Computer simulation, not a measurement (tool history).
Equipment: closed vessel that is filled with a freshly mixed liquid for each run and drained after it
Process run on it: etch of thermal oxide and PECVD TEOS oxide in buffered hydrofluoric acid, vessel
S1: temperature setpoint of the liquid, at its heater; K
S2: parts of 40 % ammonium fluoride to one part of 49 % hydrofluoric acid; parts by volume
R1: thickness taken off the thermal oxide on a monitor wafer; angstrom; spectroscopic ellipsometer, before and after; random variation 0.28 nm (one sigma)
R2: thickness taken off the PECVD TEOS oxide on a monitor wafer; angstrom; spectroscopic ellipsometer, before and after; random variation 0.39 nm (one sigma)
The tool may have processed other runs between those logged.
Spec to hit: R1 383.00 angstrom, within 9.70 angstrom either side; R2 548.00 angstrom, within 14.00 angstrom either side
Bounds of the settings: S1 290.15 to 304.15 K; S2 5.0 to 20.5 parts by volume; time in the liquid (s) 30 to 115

Run 1, hour 0.0: S1 296.15 K, S2 12.5 parts by volume, time in the liquid (s) 60. Result: R1 514.64 angstrom, R2 738.26 angstrom.
Run 2, hour 1.6: S1 296.15 K, S2 10.0 parts by volume, time in the liquid (s) 60. Result: R1 640.97 angstrom, R2 923.23 angstrom.
Run 3, hour 6.3: S1 296.15 K, S2 10.0 parts by volume, time in the liquid (s) 45. Result: R1 481.83 angstrom, R2 675.57 angstrom.
Run 4, hour 10.3: S1 296.15 K, S2 13.0 parts by volume, time in the liquid (s) 45. Result: R1 373.30 angstrom, R2 521.71 angstrom.
Run 5, hour 17.1: S1 298.65 K, S2 13.0 parts by volume, time in the liquid (s) 45. Result: R1 426.47 angstrom, R2 605.78 angstrom.
Run 6, hour 22.0: S1 295.65 K, S2 13.0 parts by volume, time in the liquid (s) 45. Result: R1 360.60 angstrom, R2 515.59 angstrom.
At hour 23.2: thermometer replaced.
Run 7, hour 23.2: S1 296.15 K, S2 13.0 parts by volume, time in the liquid (s) 45. Result: R1 339.27 angstrom, R2 483.27 angstrom.
Run 8, hour 26.3: S1 296.65 K, S2 13.0 parts by volume, time in the liquid (s) 45. Result: R1 349.72 angstrom, R2 497.02 angstrom.
Run 9, hour 32.4: S1 297.15 K, S2 13.0 parts by volume, time in the liquid (s) 45. Result: R1 358.06 angstrom, R2 513.62 angstrom.

Exactly one of the 4 candidate moves below puts every result within its allowed miss. Which one?
Run A, hour 38.5: S1 295.65 K, S2 11.0 parts by volume, time in the liquid (s) 40. Result: R1 ?, R2 ?.
Run B, hour 38.5: S1 293.65 K, S2 12.5 parts by volume, time in the liquid (s) 50. Result: R1 ?, R2 ?.
Run C, hour 38.5: S1 294.65 K, S2 10.0 parts by volume, time in the liquid (s) 45. Result: R1 ?, R2 ?.
Run D, hour 38.5: S1 297.15 K, S2 15.0 parts by volume, time in the liquid (s) 55. Result: R1 ?, R2 ?.

move      R1      R2
   A  345.34  487.38
   B  340.98  481.23
   C  403.38  569.30
   D  380.53  537.04
A: lands further from the targets than the last run did
B: lands further from the targets than the last run did
C: the result that was furthest off in the last run now lies on the other side of its target
D: hits every target within its allowed miss
The move that meets every target is D.
